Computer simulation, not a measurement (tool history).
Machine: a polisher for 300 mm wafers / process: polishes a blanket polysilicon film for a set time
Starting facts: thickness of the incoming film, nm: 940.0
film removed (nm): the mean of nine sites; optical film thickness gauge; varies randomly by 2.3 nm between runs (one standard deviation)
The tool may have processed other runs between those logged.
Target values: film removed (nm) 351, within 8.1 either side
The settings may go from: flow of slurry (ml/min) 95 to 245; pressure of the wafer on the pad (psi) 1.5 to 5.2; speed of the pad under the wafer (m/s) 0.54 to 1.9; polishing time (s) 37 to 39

| run | hour | flow of slurry (ml/min) | pressure of the wafer on the pad (psi) | speed of the pad under the wafer (m/s) | polishing time (s) | film removed (nm) |
|---|---|---|---|---|---|---|
| 1 | 0 | 155 | 3.3 | 1.22 | 37 | 381.59 |
| 2 | 7.8 | 155 | 3.9 | 1.22 | 37 | 446 |
| 3 | 10.1 | 155 | 3.9 | 1.22 | 39 | 475.81 |
| 4 | 16.6 | 150 | 3.7 | 1.22 | 39 | 445.12 |
| 5 | 22.3 | 145 | 3.6 | 1.22 | 39 | 429.8 |
| 6 | 24.5 | 145 | 3.6 | 1.22 | 37 | 408.65 |
| 7 | 30.6 | 140 | 3.5 | 1.22 | 37 | 397.59 |
| 8 | 36 | 140 | 3.4 | 1.22 | 37 | 387.88 |
| 9 | 42.3 | 110 | 3.1 | 1.22 | 37 | 321.27 |

Which one of the following 4 next-run settings gets every result inside its allowed miss? There is exactly one.
| A | 48.6 | 100 | 2.9 | 1.3 | 37 | ? |
| B | 48.6 | 115 | 2.6 | 1.32 | 39 | ? |
| C | 48.6 | 130 | 2.5 | 1.28 | 37 | ? |
| D | 48.6 | 100 | 3.1 | 1.36 | 39 | ? |

| move | film removed (nm) |
|---|---|
| A | 302.37 |
| B | 306.73 |
| C | 286.51 |
| D | 350.57 |
A: misses by more than the last run did
B: misses by more than the last run did
C: misses by more than the last run did
D: all results in spec
D is the move that brings every result within its allowed miss.
